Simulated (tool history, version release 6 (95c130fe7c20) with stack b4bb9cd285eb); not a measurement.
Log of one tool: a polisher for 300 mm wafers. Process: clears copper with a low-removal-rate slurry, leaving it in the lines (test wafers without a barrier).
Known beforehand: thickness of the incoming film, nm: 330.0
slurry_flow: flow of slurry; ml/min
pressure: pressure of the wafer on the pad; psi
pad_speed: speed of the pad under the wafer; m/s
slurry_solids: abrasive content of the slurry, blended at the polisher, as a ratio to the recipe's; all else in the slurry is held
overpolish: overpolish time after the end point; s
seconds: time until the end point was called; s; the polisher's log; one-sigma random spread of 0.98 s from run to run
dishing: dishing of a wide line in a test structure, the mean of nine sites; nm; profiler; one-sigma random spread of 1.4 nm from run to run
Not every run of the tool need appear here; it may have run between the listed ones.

Run 1, hour 0.0: slurry_flow 265 ml/min, pressure 2.7 psi, pad_speed 0.96 m/s, slurry_solids 1.00, overpolish 24 s. Result: seconds 116.030 s, dishing 41.866 nm.
Run 2, hour 2.7: slurry_flow 265 ml/min, pressure 2.7 psi, pad_speed 0.96 m/s, slurry_solids 1.10, overpolish 24 s. Result: seconds 112.150 s, dishing 43.678 nm.
Run 3, hour 5.9: slurry_flow 265 ml/min, pressure 2.2 psi, pad_speed 0.96 m/s, slurry_solids 1.10, overpolish 24 s. Result: seconds 135.350 s, dishing 37.340 nm.
Run 4, hour 13.3: slurry_flow 265 ml/min, pressure 2.2 psi, pad_speed 0.96 m/s, slurry_solids 1.25, overpolish 24 s. Result: seconds 129.090 s, dishing 36.449 nm.
Run 5, hour 16.5: slurry_flow 265 ml/min, pressure 1.8 psi, pad_speed 0.96 m/s, slurry_solids 1.25, overpolish 24 s. Result: seconds 150.950 s, dishing 31.293 nm.
Run 6, hour 23.7: slurry_flow 270 ml/min, pressure 2.4 psi, pad_speed 0.98 m/s, slurry_solids 1.25, overpolish 23 s. Result: seconds 119.690 s, dishing 38.007 nm.
At hour 27.9: worn pad replaced by a new one.
Run 7, hour 27.9: slurry_flow 270 ml/min, pressure 2.8 psi, pad_speed 1.02 m/s, slurry_solids 1.25, overpolish 22 s. Result: seconds 93.032 s, dishing 44.533 nm.

Estimate the outcome of run 8 from the log above:
Run 8, hour 33.8: slurry_flow 270 ml/min, pressure 3.1 psi, pad_speed 1.02 m/s, slurry_solids 1.25, overpolish 22 s. Result: seconds ?, dishing ?.

Run 8 produced seconds 86.031 s, dishing 49.261 nm.

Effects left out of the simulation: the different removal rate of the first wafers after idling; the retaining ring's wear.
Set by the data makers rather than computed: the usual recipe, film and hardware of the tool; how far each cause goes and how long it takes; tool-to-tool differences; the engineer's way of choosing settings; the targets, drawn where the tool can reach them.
